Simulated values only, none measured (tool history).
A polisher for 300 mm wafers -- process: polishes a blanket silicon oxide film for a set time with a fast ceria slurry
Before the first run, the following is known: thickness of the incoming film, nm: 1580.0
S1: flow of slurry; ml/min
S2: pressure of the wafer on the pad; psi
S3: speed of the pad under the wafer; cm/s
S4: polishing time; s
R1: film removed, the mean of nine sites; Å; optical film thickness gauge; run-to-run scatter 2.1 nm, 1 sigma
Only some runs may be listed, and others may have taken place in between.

{"run": 1, "hour": 0.0, "S1": 305, "S2": 2.3, "S3": 78, "S4": 40, "R1": 3630.6}
{"run": 2, "hour": 5.8, "S1": 305, "S2": 2, "S3": 74, "S4": 40, "R1": 3033.1}
{"run": 3, "hour": 6.6, "S1": 240, "S2": 2, "S3": 74, "S4": 40, "R1": 2866.9}
{"run": 4, "hour": 8.4, "S1": 235, "S2": 1.8, "S3": 72, "S4": 40, "R1": 2515.5}
{"run": 5, "hour": 12.2, "S1": 230, "S2": 1.6, "S3": 70, "S4": 40, "R1": 2146.8}
{"run": 6, "hour": 18.0, "S1": 230, "S2": 1.5, "S3": 70, "S4": 40, "R1": 2081.1}

Run 7, settings as shown, results not yet in. Your forecast:
{"run": 7, "hour": 24.5, "S1": 230, "S2": 1.4, "S3": 70, "S4": 40, "R1": "?"}

R1: 1903.9 Å

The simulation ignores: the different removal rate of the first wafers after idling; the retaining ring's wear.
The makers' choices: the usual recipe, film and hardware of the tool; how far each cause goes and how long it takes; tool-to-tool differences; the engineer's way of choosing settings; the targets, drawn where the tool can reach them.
